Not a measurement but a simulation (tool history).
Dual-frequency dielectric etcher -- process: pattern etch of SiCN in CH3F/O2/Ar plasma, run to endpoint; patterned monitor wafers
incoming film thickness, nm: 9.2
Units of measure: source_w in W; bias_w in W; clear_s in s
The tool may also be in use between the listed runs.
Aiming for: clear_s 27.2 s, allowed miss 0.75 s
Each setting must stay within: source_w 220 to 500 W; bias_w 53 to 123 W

run,hour,source_w,bias_w,clear_s
1,0,360,88,23.844
2,3.2,410,88,22.646
3,4,380,85,23.816
4,8.1,380,96,22.481
5,10.7,350,93,23.505
6,17,350,83,24.253
7,18.9,330,80,25
8,24.8,320,78,25.863
9,32.7,310,77,26.125

Consider the 4 candidate settings below. Which is the only one whose results all fall within their allowed miss of target?
A,40.6,350,86,?
B,40.6,260,73,?
C,40.6,310,87,?
D,40.6,330,63,?

move,clear_s
A,24.429
B,28.664
C,25.407
D,27.579
A: further off than the last run
B: carries the result that was furthest off beyond its target, to the other side
C: further off than the last run
D: all results in spec
Move D is the one to make.
